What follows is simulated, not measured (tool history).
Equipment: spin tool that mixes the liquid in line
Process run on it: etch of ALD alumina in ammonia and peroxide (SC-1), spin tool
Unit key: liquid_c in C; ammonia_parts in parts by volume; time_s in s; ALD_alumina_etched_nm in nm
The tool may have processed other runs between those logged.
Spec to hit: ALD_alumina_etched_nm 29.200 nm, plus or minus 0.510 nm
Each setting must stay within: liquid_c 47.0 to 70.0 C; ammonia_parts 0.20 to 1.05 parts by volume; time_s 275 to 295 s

| run | hour | liquid_c | ammonia_parts | time_s | ALD_alumina_etched_nm |
|---|---|---|---|---|---|
| 1 | 0.0 | 63.0 | 0.55 | 275 | 19.889 |
| 2 | 8.5 | 64.5 | 0.55 | 275 | 21.622 |
| 3 | 17.0 | 64.5 | 0.45 | 275 | 21.167 |
| 4 | 18.5 | 65.5 | 0.50 | 275 | 22.586 |
| 5 | 27.2 | 66.5 | 0.50 | 275 | 23.721 |
| 6 | 33.2 | 70.0 | 0.50 | 275 | 28.013 |
| 7 | 37.4 | 70.0 | 0.55 | 275 | 28.308 |
| 8 | 45.8 | 70.0 | 0.60 | 275 | 28.526 |

5 candidate next runs follow, results not yet known. Just one meets every target within its allowed miss. Identify it.
| A | 54.2 | 70.0 | 0.60 | 280 | ? |
| B | 54.2 | 68.0 | 0.65 | 290 | ? |
| C | 54.2 | 69.0 | 0.70 | 275 | ? |
| D | 54.2 | 70.0 | 0.45 | 275 | ? |
| E | 54.2 | 69.5 | 0.45 | 280 | ? |

| move | ALD_alumina_etched_nm |
|---|---|
| A | 28.951 |
| B | 27.430 |
| C | 27.493 |
| D | 27.675 |
| E | 27.509 |
A: meets every target
B: further off than the last run
C: further off than the last run
D: further off than the last run
E: further off than the last run
Move A is the one to make.
